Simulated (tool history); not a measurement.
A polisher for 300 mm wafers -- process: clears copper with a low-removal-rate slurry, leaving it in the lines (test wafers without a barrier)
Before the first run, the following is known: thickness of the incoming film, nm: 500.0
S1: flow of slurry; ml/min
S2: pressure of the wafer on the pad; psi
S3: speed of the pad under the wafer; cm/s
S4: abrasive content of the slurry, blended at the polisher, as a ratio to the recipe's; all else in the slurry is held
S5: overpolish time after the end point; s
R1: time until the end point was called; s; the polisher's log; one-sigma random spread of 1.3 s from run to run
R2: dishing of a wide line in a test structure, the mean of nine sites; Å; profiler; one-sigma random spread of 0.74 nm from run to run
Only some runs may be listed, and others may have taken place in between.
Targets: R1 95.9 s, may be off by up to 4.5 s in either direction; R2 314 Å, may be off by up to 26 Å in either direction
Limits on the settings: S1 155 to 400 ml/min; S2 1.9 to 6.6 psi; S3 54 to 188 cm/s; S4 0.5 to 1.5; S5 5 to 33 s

{"run": 1, "hour": 0.0, "S1": 255, "S2": 4.2, "S3": 120, "S4": 1, "S5": 17, "R1": 89.452, "R2": 507.84}
{"run": 2, "hour": 2.4, "S1": 255, "S2": 4.1, "S3": 120, "S4": 1, "S5": 13, "R1": 91.064, "R2": 421.86}
{"run": 3, "hour": 10.0, "S1": 255, "S2": 4.1, "S3": 94, "S4": 1, "S5": 13, "R1": 115.07, "R2": 359.74}
{"run": 4, "hour": 16.8, "S1": 255, "S2": 4.3, "S3": 94, "S4": 1, "S5": 11, "R1": 111.46, "R2": 306.65}
{"run": 5, "hour": 20.2, "S1": 255, "S2": 4.3, "S3": 110, "S4": 1, "S5": 11, "R1": 95.961, "R2": 344.75}
{"run": 6, "hour": 26.1, "S1": 255, "S2": 4.3, "S3": 110, "S4": 1, "S5": 10, "R1": 97.352, "R2": 353.11}
{"run": 7, "hour": 29.0, "S1": 255, "S2": 4.4, "S3": 110, "S4": 1, "S5": 5, "R1": 95.957, "R2": 193.88}
{"run": 8, "hour": 35.3, "S1": 255, "S2": 4.4, "S3": 110, "S4": 1, "S5": 7, "R1": 95.268, "R2": 255.96}

Pick the move, out of 5, that brings all results within their allowed miss; only one does.
{"run": "A", "hour": 41.6, "S1": 235, "S2": 4.6, "S3": 96, "S4": 1.45, "S5": 9, "R1": "?", "R2": "?"}
{"run": "B", "hour": 41.6, "S1": 245, "S2": 4.7, "S3": 114, "S4": 0.85, "S5": 5, "R1": "?", "R2": "?"}
{"run": "C", "hour": 41.6, "S1": 335, "S2": 3.9, "S3": 140, "S4": 0.75, "S5": 9, "R1": "?", "R2": "?"}
{"run": "D", "hour": 41.6, "S1": 235, "S2": 4.7, "S3": 110, "S4": 0.75, "S5": 12, "R1": "?", "R2": "?"}
{"run": "E", "hour": 41.6, "S1": 235, "S2": 3.9, "S3": 118, "S4": 1.15, "S5": 5, "R1": "?", "R2": "?"}

move=A R1=97.176 R2=332.5
move=B R1=93.633 R2=209.28
move=C R1=87.846 R2=358.2
move=D R1=100.83 R2=403.81
move=E R1=94.439 R2=207.07
A: all results in spec
B: lands further from the targets than the last run did
C: carries the result that was furthest off beyond its target, to the other side
D: carries the result that was furthest off beyond its target, to the other side
E: lands further from the targets than the last run did
The move that meets every target is A.

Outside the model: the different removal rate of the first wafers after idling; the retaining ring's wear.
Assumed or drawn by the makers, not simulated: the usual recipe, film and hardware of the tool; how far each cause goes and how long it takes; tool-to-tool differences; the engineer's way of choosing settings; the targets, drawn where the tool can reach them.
